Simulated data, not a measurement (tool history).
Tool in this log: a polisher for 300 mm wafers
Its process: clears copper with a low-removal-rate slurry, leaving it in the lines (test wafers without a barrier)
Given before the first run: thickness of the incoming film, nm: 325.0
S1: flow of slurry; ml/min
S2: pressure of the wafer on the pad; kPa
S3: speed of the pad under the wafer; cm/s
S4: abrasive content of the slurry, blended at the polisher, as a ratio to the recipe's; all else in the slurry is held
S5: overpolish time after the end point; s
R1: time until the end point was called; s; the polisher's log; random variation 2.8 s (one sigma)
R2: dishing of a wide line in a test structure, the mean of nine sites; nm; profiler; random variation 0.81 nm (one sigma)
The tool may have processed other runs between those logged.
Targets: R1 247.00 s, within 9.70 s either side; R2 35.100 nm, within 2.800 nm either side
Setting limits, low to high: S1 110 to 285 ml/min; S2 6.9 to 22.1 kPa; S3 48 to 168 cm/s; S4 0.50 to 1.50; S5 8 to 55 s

run	hour	S1	S2	S3	S4	S5	R1	R2
1	0.0	180	14.5	108	1.00	28	123.71	43.214
2	1.6	180	14.5	108	1.20	28	119.71	44.682
3	5.6	180	12.4	102	1.20	31	147.87	42.435
4	7.0	180	12.4	128	1.20	31	116.66	48.965
5	11.7	180	12.4	128	1.20	37	116.55	55.100
6	13.7	180	12.4	128	1.05	37	121.41	54.636
7	20.7	175	11.0	120	1.05	38	141.70	49.010
8	26.3	175	9.7	112	1.05	39	175.45	41.610
9	29.8	165	6.9	100	1.05	45	275.02	31.588
10	30.8	175	6.9	100	1.05	45	267.86	32.802
11	36.6	180	6.9	100	1.05	45	267.28	32.522
12	45.5	185	6.9	100	1.05	45	266.16	32.423
13	53.1	190	6.9	100	1.05	45	268.75	32.078

Next run, 4 choices. One meets every target within its allowed miss, the rest don't. Which?
A	60.7	150	6.9	112	1.15	47	?	?
B	60.7	180	6.9	98	1.10	40	?	?
C	60.7	190	7.6	100	1.00	55	?	?
D	60.7	180	8.3	92	0.95	38	?	?

move	R1	R2
A	247.99	36.109
B	275.81	29.264
C	250.08	40.859
D	254.40	30.499
A: hits every target within its allowed miss
B: moves away from the targets compared with the last run
C: puts the biggest miss on target and leaves a different result outside tolerance
D: puts the biggest miss on target and leaves a different result outside tolerance
A meets every target.
